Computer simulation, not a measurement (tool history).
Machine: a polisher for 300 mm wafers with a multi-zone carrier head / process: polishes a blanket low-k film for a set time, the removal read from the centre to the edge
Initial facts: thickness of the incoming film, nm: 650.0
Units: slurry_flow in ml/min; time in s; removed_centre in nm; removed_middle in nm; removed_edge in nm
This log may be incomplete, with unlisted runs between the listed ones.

{"run": 1, "hour": 0.0, "slurry_flow": 245, "centre_zone": 1.0, "middle_zone": 1.0, "edge_zone": 1.0, "slurry_solids": 1.0, "time": 75, "removed_centre": 20.76, "removed_middle": 21.999, "removed_edge": 21.544}
{"run": 2, "hour": 1.5, "slurry_flow": 245, "centre_zone": 1.08, "middle_zone": 1.0, "edge_zone": 1.0, "slurry_solids": 1.0, "time": 75, "removed_centre": 22.461, "removed_middle": 21.753, "removed_edge": 21.259}
{"run": 3, "hour": 8.3, "slurry_flow": 245, "centre_zone": 1.11, "middle_zone": 1.0, "edge_zone": 1.0, "slurry_solids": 1.0, "time": 75, "removed_centre": 23.357, "removed_middle": 21.796, "removed_edge": 21.517}
{"run": 4, "hour": 8.8, "slurry_flow": 245, "centre_zone": 1.08, "middle_zone": 0.98, "edge_zone": 0.98, "slurry_solids": 0.9, "time": 74, "removed_centre": 20.782, "removed_middle": 19.987, "removed_edge": 19.477}
{"run": 5, "hour": 12.2, "slurry_flow": 245, "centre_zone": 1.08, "middle_zone": 1.05, "edge_zone": 0.98, "slurry_solids": 0.9, "time": 74, "removed_centre": 21.277, "removed_middle": 21.066, "removed_edge": 19.646}
{"run": 6, "hour": 14.0, "slurry_flow": 240, "centre_zone": 1.05, "middle_zone": 1.01, "edge_zone": 0.96, "slurry_solids": 0.85, "time": 74, "removed_centre": 19.856, "removed_middle": 19.201, "removed_edge": 19.014}
{"run": 7, "hour": 17.9, "slurry_flow": 250, "centre_zone": 1.02, "middle_zone": 1.02, "edge_zone": 0.94, "slurry_solids": 0.8, "time": 73, "removed_centre": 18.255, "removed_middle": 18.318, "removed_edge": 18.027}
{"run": 8, "hour": 18.5, "slurry_flow": 250, "centre_zone": 1.0, "middle_zone": 1.03, "edge_zone": 0.92, "slurry_solids": 0.75, "time": 73, "removed_centre": 17.533, "removed_middle": 18.204, "removed_edge": 17.029}
{"run": 9, "hour": 26.1, "slurry_flow": 245, "centre_zone": 0.98, "middle_zone": 1.01, "edge_zone": 0.9, "slurry_solids": 0.75, "time": 73, "removed_centre": 17.294, "removed_middle": 17.628, "removed_edge": 16.715}
{"run": 10, "hour": 31.8, "slurry_flow": 240, "centre_zone": 0.96, "middle_zone": 0.99, "edge_zone": 0.89, "slurry_solids": 0.75, "time": 73, "removed_centre": 16.437, "removed_middle": 17.471, "removed_edge": 16.511}
{"run": 11, "hour": 37.7, "slurry_flow": 235, "centre_zone": 0.95, "middle_zone": 0.97, "edge_zone": 0.88, "slurry_solids": 0.75, "time": 73, "removed_centre": 16.258, "removed_middle": 17.39, "removed_edge": 16.186}

What will run 12 give?
{"run": 12, "hour": 40.0, "slurry_flow": 235, "centre_zone": 0.94, "middle_zone": 0.94, "edge_zone": 0.88, "slurry_solids": 0.75, "time": 73, "removed_centre": "?", "removed_middle": "?", "removed_edge": "?"}

Run 12 measured removed_centre 16.140 nm, removed_middle 16.638 nm, removed_edge 16.206 nm.
